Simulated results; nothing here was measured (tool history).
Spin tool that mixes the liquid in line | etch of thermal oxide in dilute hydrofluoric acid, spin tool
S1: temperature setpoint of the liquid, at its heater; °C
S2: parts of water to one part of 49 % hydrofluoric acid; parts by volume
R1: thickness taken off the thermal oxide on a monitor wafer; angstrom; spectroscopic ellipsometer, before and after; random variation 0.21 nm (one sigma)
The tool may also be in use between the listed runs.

Run 1, hour 0.0: S1 22.0 °C, S2 55 parts by volume, time under the liquid (s) 310. Result: R1 253.78 angstrom.
Run 2, hour 3.9: S1 21.5 °C, S2 55 parts by volume, time under the liquid (s) 310. Result: R1 249.37 angstrom.
Run 3, hour 7.5: S1 21.5 °C, S2 45 parts by volume, time under the liquid (s) 310. Result: R1 308.73 angstrom.
Run 4, hour 11.0: S1 21.0 °C, S2 45 parts by volume, time under the liquid (s) 310. Result: R1 305.00 angstrom.
Run 5, hour 16.6: S1 20.5 °C, S2 45 parts by volume, time under the liquid (s) 310. Result: R1 298.07 angstrom.
Run 6, hour 22.8: S1 20.0 °C, S2 45 parts by volume, time under the liquid (s) 310. Result: R1 292.24 angstrom.

Forecast run 7:
Run 7, hour 26.5: S1 17.0 °C, S2 55 parts by volume, time under the liquid (s) 310. Result: R1 ?.

Run 7 gave R1 207.92 angstrom.
